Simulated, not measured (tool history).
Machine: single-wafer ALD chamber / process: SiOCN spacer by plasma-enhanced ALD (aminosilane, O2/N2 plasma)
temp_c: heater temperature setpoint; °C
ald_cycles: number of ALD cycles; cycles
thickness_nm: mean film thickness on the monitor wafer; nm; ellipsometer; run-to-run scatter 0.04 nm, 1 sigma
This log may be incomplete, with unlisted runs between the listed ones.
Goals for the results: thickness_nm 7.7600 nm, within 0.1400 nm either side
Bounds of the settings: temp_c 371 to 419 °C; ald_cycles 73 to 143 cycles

| run | hour | temp_c | ald_cycles | thickness_nm |
|---|---|---|---|---|
| 1 | 0.0 | 395 | 108 | 6.9057 |
| 2 | 4.7 | 390 | 108 | 6.9370 |
| 3 | 7.1 | 386 | 108 | 6.8525 |
| 4 | 12.0 | 395 | 108 | 6.9074 |
| 5 | 14.0 | 395 | 110 | 6.9306 |
| 6 | 18.4 | 395 | 95 | 6.0559 |
| 7 | 21.9 | 395 | 98 | 6.3220 |
| 8 | 24.1 | 395 | 101 | 6.4560 |
| 9 | 32.3 | 395 | 104 | 6.6159 |
| 10 | 33.0 | 395 | 106 | 6.7173 |
| 11 | 36.2 | 395 | 108 | 6.8813 |
| 12 | 40.7 | 395 | 110 | 7.0061 |
| 13 | 41.5 | 395 | 111 | 7.0578 |

Consider the 5 candidate settings below. Which is the only one whose results all fall within their allowed miss of target?
| A | 42.3 | 385 | 96 | ? |
| B | 42.3 | 396 | 121 | ? |
| C | 42.3 | 398 | 126 | ? |
| D | 42.3 | 389 | 114 | ? |
| E | 42.3 | 392 | 114 | ? |

| move | thickness_nm |
|---|---|
| A | 6.1033 |
| B | 7.6927 |
| C | 8.0106 |
| D | 7.2477 |
| E | 7.2477 |
A: further off than the last run
B: hits every target within its allowed miss
C: pushes the last run's worst result past its target
D: moves toward the targets from the last run without getting all of them in spec
E: moves toward the targets from the last run without getting all of them in spec
The right move is B.
